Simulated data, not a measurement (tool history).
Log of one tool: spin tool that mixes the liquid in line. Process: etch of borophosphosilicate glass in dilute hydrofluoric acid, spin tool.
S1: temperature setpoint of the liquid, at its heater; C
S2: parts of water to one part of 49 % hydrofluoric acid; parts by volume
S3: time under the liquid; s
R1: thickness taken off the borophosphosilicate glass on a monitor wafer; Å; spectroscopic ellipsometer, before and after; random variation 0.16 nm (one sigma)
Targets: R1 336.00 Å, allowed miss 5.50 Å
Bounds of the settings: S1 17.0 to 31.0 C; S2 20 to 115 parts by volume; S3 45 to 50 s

run,hour,S1,S2,S3,R1
1,0.0,23.0,65,45,403.45
2,3.3,25.5,65,45,446.58
3,11.8,27.5,65,45,481.87
4,19.3,27.5,55,45,573.83
5,27.3,27.5,55,50,650.70
6,33.1,27.5,75,50,453.09
7,36.9,26.0,75,50,432.62
8,42.2,24.5,75,50,406.16

4 next moves are on the table. One of them brings every result within its allowed miss. Which?
A,47.5,24.0,80,45,?
B,47.5,28.0,95,45,?
C,47.5,25.5,80,45,?
D,47.5,26.5,90,45,?

move,R1
A,334.11
B,322.80
C,354.74
D,323.69
A: meets every target
B: takes the result that was furthest off past its target
C: nearer than the last run, and not there yet
D: takes the result that was furthest off past its target
Move A is the one to make.
